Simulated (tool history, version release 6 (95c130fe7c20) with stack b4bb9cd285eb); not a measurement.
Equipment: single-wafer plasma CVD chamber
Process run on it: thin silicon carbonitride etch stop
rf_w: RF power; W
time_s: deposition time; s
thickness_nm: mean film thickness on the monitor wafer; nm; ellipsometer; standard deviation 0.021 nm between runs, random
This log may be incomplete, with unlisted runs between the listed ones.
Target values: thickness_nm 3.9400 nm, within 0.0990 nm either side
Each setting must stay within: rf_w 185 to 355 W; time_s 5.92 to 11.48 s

run,day,rf_w,time_s,thickness_nm
1,0.000,270,8.70,5.4906
2,0.125,270,7.82,4.8948
3,0.167,270,8.99,5.7081
4,0.521,260,8.50,5.2862
5,0.750,295,8.50,5.5496
6,1.050,295,7.46,4.8742
7,1.371,280,7.28,4.6277
8,1.400,270,7.17,4.5364
9,1.675,260,7.05,4.3917
10,1.912,250,6.98,4.2606
11,1.983,245,6.94,4.2234
12,2.212,245,6.94,4.2328
13,2.492,210,6.52,3.7379

4 candidate next runs follow, results not yet known. Just one meets every target within its allowed miss. Identify it.
A,2.771,185,6.13,?
B,2.771,200,7.03,?
C,2.771,250,6.92,?
D,2.771,215,6.35,?

move,thickness_nm
A,3.3409
B,3.9503
C,4.2290
D,3.6686
A: its largest miss is bigger than the last run's
B: every result lands within tolerance
C: takes the result that was furthest off past its target
D: its largest miss is bigger than the last run's
Answer: B
